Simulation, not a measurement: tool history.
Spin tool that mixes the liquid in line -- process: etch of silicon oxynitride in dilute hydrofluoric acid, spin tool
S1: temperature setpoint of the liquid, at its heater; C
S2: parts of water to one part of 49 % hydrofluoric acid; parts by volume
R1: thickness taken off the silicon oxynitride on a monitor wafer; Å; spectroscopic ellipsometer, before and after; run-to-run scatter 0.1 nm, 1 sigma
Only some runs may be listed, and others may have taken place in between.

Run 1, hour 0: S1 25 C, S2 150 parts by volume, time under the liquid (s) 285. Result: R1 61.892 Å.
Run 2, hour 7.7: S1 25 C, S2 150 parts by volume, time under the liquid (s) 310. Result: R1 67.484 Å.
Run 3, hour 8.5: S1 23.5 C, S2 150 parts by volume, time under the liquid (s) 310. Result: R1 63.658 Å.
Run 4, hour 17: S1 25.5 C, S2 135 parts by volume, time under the liquid (s) 310. Result: R1 77.583 Å.
Run 5, hour 20: S1 25.5 C, S2 135 parts by volume, time under the liquid (s) 285. Result: R1 71.442 Å.
Run 6, hour 27.5: S1 27 C, S2 125 parts by volume, time under the liquid (s) 285. Result: R1 83.462 Å.
Run 7, hour 28.8: S1 28 C, S2 115 parts by volume, time under the liquid (s) 285. Result: R1 95.47 Å.

Predict the results of run 8:
Run 8, hour 34.7: S1 29 C, S2 110 parts by volume, time under the liquid (s) 285. Result: R1 ?.

Run 8 came out at R1 105.32 Å.

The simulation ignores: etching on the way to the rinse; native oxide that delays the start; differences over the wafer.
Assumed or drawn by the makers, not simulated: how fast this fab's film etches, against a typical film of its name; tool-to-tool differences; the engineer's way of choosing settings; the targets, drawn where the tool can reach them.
